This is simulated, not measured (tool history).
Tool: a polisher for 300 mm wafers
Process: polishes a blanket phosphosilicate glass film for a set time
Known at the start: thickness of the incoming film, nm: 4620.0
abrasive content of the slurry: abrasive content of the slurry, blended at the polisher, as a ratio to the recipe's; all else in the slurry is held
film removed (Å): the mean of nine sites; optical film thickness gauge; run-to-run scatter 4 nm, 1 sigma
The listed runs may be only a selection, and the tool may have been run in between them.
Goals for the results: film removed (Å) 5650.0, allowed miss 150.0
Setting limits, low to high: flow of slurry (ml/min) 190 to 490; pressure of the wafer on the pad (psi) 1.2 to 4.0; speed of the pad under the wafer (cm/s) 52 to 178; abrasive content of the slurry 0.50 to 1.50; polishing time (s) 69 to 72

run  hour  flow of slurry (ml/min)  pressure of the wafer on the pad (psi)  speed of the pad under the wafer (cm/s)  abrasive content of the slurry  polishing time (s)  film removed (Å)
  1   0.0                      315                                     2.6                                      114                            1.00                  69            4569.1
  2   0.8                      315                                     2.6                                      114                            1.00                  69            4513.3
  3   9.0                      315                                     2.6                                       96                            1.00                  69            3950.7
  4  16.2                      375                                     2.6                                       96                            1.00                  69            4018.0
  5  24.0                      375                                     2.1                                       96                            1.00                  69            3475.7
  6  26.7                      340                                     2.1                                       96                            1.00                  69            3443.2
  7  34.6                      340                                     2.6                                       96                            1.00                  69            3954.9
  8  42.8                      345                                     2.9                                       96                            1.00                  69            4345.7

Which single option among these 5 for the next run brings every result within its allowed miss of target? Just one does.
  A  51.0                      490                                     2.6                                      116                            1.15                  72                 ?
  B  51.0                      355                                     3.2                                      110                            1.10                  72                 ?
  C  51.0                      365                                     3.4                                      100                            0.95                  72                 ?
  D  51.0                      335                                     2.9                                       68                            1.00                  72                 ?
  E  51.0                      300                                     2.7                                      124                            1.10                  71                 ?

move  film removed (Å)
   A            5141.5
   B            5538.6
   C            5131.3
   D            3382.7
   E            5237.5
A: nearer the targets than the last run, but a result is still out of spec
B: all results land within tolerance of their targets
C: nearer the targets than the last run, but a result is still out of spec
D: its largest miss is bigger than the last run's
E: nearer the targets than the last run, but a result is still out of spec
B is the move that brings every result within its allowed miss.

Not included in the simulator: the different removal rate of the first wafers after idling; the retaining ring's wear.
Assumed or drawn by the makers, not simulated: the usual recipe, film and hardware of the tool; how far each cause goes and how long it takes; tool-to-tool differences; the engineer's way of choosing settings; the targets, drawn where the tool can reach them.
